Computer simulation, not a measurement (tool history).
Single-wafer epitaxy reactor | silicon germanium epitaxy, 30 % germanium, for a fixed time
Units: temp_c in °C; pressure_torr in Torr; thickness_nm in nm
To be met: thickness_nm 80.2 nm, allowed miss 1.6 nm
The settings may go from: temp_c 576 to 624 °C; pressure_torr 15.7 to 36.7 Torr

run,day,temp_c,pressure_torr,thickness_nm
1,0,600,26.2,67.281
2,0.183,596,26.2,62.194
3,0.429,596,28,63.239
4,0.771,605,28,76.405
5,1.079,606,28,77.557
6,1.2,597,28,64.91
7,1.412,599,28.1,67.613
8,1.604,601,28.2,70.595
9,1.788,602,28.2,71.986
10,1.846,603,28.2,73.413
11,2.054,604,28.2,74.782
12,2.362,605,28.2,76.369
13,2.633,606,28.2,78.013

Which of these 5 next moves meets every target?
A,2.904,604,30.3,?
B,2.904,603,29.5,?
C,2.904,609,24.8,?
D,2.904,607,25.2,?
E,2.904,606,27.8,?

move,thickness_nm
A,76.742
B,74.523
C,79.739
D,76.937
E,77.766
A: further off than the last run
B: further off than the last run
C: meets every target
D: further off than the last run
E: further off than the last run
Answer: C
